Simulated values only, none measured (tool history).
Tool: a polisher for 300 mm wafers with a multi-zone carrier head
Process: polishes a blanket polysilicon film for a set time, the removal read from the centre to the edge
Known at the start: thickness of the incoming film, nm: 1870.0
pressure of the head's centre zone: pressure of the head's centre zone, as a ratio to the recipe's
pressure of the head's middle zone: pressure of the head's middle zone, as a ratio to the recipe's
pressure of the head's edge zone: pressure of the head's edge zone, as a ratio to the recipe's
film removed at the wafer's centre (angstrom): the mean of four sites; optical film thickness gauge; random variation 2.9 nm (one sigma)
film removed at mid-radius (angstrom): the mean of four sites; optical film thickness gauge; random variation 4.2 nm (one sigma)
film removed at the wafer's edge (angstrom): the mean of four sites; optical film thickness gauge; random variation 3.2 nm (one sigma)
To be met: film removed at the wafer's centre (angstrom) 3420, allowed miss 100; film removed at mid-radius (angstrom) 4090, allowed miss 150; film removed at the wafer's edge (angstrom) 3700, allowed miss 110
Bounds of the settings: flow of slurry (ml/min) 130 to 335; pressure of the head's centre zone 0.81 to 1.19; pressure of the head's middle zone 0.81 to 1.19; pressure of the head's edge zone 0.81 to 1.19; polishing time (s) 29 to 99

run,day,flow of slurry (ml/min),pressure of the head's centre zone,pressure of the head's middle zone,pressure of the head's edge zone,polishing time (s),film removed at the wafer's centre (angstrom),film removed at mid-radius (angstrom),film removed at the wafer's edge (angstrom)
1,0,215,1,1,1,64,2759.3,2928.6,2897.5
2,0.121,215,1,1,1.04,64,2762.9,2938.9,2901.1
3,0.2,215,1,1,1.11,64,2794.9,2892.1,3005.6
4,0.25,215,1,0.92,1.11,64,2761,2699.6,3009.6
5,0.562,215,1,0.86,1.11,64,2749.2,2550.8,2966.8
6,0.925,230,1,0.95,1.11,67,2904.6,2979.4,3186.2
7,1.096,290,1.08,1.05,1.18,71,3402.5,3485.6,3504
8,1.188,295,1.07,1.08,1.18,72,3442.9,3692.9,3568.1
9,1.396,300,1.06,1.1,1.18,72,3463.5,3727.8,3564.2
10,1.529,300,1.06,1.1,1.18,72,3484.8,3657.4,3555.9
11,1.683,290,1.01,1.13,1.15,74,3334.8,3895.7,3584.1
12,1.829,295,1.01,1.14,1.16,74,3333.2,3922.7,3563.8
13,1.938,295,1.01,1.14,1.17,75,3398.2,3903.1,3718.7

4 next moves are on the table. One of them brings every result within its allowed miss. Which?
A,2.046,280,0.95,1.03,1.19,76,?,?,?
B,2.046,290,0.94,1.07,0.99,81,?,?,?
C,2.046,250,0.97,1.09,1.11,77,?,?,?
D,2.046,330,0.92,1,1.05,77,?,?,?

move,film removed at the wafer's centre (angstrom),film removed at mid-radius (angstrom),film removed at the wafer's edge (angstrom)
A,3195.4,3722.8,3752
B,3382.8,4112,3713.8
C,3267.9,3916.3,3658.5
D,3184.6,3731.8,3647.1
A: further off than the last run
B: meets every target
C: further off than the last run
D: further off than the last run
Answer: B
